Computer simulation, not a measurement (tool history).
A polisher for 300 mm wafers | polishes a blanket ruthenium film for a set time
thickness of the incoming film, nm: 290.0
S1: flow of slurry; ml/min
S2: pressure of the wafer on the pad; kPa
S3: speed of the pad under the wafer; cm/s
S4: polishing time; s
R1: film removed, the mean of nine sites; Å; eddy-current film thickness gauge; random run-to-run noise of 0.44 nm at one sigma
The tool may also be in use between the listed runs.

Run 1, hour 0: S1 195 ml/min, S2 18.6 kPa, S3 86 cm/s, S4 99 s. Result: R1 1413.3 Å.
Run 2, hour 7.1: S1 185 ml/min, S2 16.5 kPa, S3 84 cm/s, S4 99 s. Result: R1 1221.4 Å.
Run 3, hour 9.1: S1 185 ml/min, S2 16.5 kPa, S3 84 cm/s, S4 103 s. Result: R1 1274.9 Å.
Run 4, hour 9.8: S1 185 ml/min, S2 18.6 kPa, S3 84 cm/s, S4 103 s. Result: R1 1425.9 Å.
Run 5, hour 14.6: S1 175 ml/min, S2 16.5 kPa, S3 82 cm/s, S4 103 s. Result: R1 1250.1 Å.
Run 6, hour 20.4: S1 175 ml/min, S2 13.1 kPa, S3 82 cm/s, S4 103 s. Result: R1 989.97 Å.
Run 7, hour 25.4: S1 170 ml/min, S2 12.4 kPa, S3 82 cm/s, S4 103 s. Result: R1 936.21 Å.
Run 8, hour 28.8: S1 170 ml/min, S2 12.4 kPa, S3 82 cm/s, S4 103 s. Result: R1 939.04 Å.
Run 9, hour 36.1: S1 160 ml/min, S2 11.7 kPa, S3 82 cm/s, S4 103 s. Result: R1 876.85 Å.
Run 10, hour 40.8: S1 150 ml/min, S2 11 kPa, S3 82 cm/s, S4 103 s. Result: R1 812.31 Å.
Run 11, hour 42.6: S1 140 ml/min, S2 11 kPa, S3 82 cm/s, S4 103 s. Result: R1 809.29 Å.
Run 12, hour 46.5: S1 135 ml/min, S2 11 kPa, S3 82 cm/s, S4 103 s. Result: R1 802.08 Å.
Run 13, hour 52.9: S1 135 ml/min, S2 11 kPa, S3 82 cm/s, S4 103 s. Result: R1 811.62 Å.
Run 14, hour 61.7: S1 130 ml/min, S2 11 kPa, S3 82 cm/s, S4 103 s. Result: R1 801.19 Å.
Run 15, hour 63.5: S1 125 ml/min, S2 11 kPa, S3 82 cm/s, S4 103 s. Result: R1 797.97 Å.

Run 16 is up next; what results do you expect?
Run 16, hour 66.9: S1 120 ml/min, S2 9.7 kPa, S3 82 cm/s, S4 103 s. Result: R1 ?.

R1: 688.44 Å
